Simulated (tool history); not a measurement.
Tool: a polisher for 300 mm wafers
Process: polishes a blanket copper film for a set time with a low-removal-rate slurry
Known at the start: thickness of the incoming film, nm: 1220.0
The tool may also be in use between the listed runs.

run	day	flow of slurry (ml/min)	pressure of the wafer on the pad (kPa)	speed of the pad under the wafer (cm/s)	abrasive content of the slurry	polishing time (s)	film removed (nm)
1	0	250	23.4	142	1	29	136.77
2	0.333	250	17.9	142	1	29	105.82
3	0.375	295	17.9	142	1	29	108.78
4	0.725	295	17.9	142	1	29	109.07
5	0.988	300	19.3	142	1	29	115.36
6	1.025	300	15.2	142	1	29	92.98
7	1.338	300	16.5	142	1	29	100.13
8	1.429	300	17.9	142	1	29	109.51
9	1.725	305	19.3	142	1	29	117.42
10	1.892	310	20	142	1	29	119.76
# day 2.067: worn pad replaced by a new one
11	2.067	315	26.9	144	1	29	179.34

Forecast run 12:
12	2.146	320	26.9	144	1	29	?

{"run 12": {"film removed (nm)": 177.46}}
